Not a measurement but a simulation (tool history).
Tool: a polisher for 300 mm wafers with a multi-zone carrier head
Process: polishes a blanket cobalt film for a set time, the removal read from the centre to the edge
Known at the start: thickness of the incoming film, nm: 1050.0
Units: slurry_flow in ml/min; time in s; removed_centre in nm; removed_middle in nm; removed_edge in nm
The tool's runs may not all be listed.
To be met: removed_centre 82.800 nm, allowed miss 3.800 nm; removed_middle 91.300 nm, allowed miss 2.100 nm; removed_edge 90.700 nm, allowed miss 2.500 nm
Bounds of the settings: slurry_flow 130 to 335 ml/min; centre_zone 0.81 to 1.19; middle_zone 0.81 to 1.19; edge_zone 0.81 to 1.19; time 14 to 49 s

run  hour  slurry_flow  centre_zone  middle_zone  edge_zone  time  removed_centre  removed_middle  removed_edge
  1   0.0          215         1.00         1.00       1.00    31         161.430         171.570       170.030
  2   4.7          215         1.00         1.08       1.00    31         161.900         182.940       167.850
  3   7.9          215         1.00         1.08       0.92    31         166.000         183.360       162.340
  4  14.0          215         1.00         1.08       0.86    31         161.170         184.130       157.320
  5  15.3          215         1.00         1.08       0.81    31         168.470         182.800       150.940
  6  19.2          215         1.00         1.08       0.81    27         143.830         157.530       132.720
  7  22.7          205         0.97         1.04       0.81    24         121.440         137.480       118.060
  8  25.7          195         0.96         0.99       0.81    22         109.050         118.450       107.070
  9  31.0          185         0.94         0.96       0.81    21         100.300         109.360       101.490
 10  33.6          175         0.92         0.94       0.81    21          97.886         105.780       100.460
 11  35.2          170         0.90         0.93       0.81    20          91.187          99.970        96.088
 12  38.7          165         0.89         0.92       0.81    20          89.380          98.629        94.719
 13  47.0          160         0.88         0.91       0.81    20          87.636          95.729        94.730
 14  49.2          155         0.88         0.91       0.81    20          86.900          95.337        94.302

5 next moves are on the table. One of them brings every result within its allowed miss. Which?
  A  51.4          190         0.95         0.91       0.81    19               ?               ?             ?
  B  51.4          185         0.89         0.87       0.84    20               ?               ?             ?
  C  51.4          170         0.99         0.88       0.81    19               ?               ?             ?
  D  51.4          130         0.92         0.96       0.88    19               ?               ?             ?
  E  51.4          165         0.83         0.88       0.85    20               ?               ?             ?

move  removed_centre  removed_middle  removed_edge
   A          92.461          94.636        92.355
   B          90.631          95.554        98.492
   C          94.176          90.149        91.005
   D          81.524          91.038        90.169
   E          82.431          94.399        97.424
A: further off than the last run
B: further off than the last run
C: brings the result that was furthest off to its target, and leaves another outside
D: meets every target
E: further off than the last run
Move D is the one to make.

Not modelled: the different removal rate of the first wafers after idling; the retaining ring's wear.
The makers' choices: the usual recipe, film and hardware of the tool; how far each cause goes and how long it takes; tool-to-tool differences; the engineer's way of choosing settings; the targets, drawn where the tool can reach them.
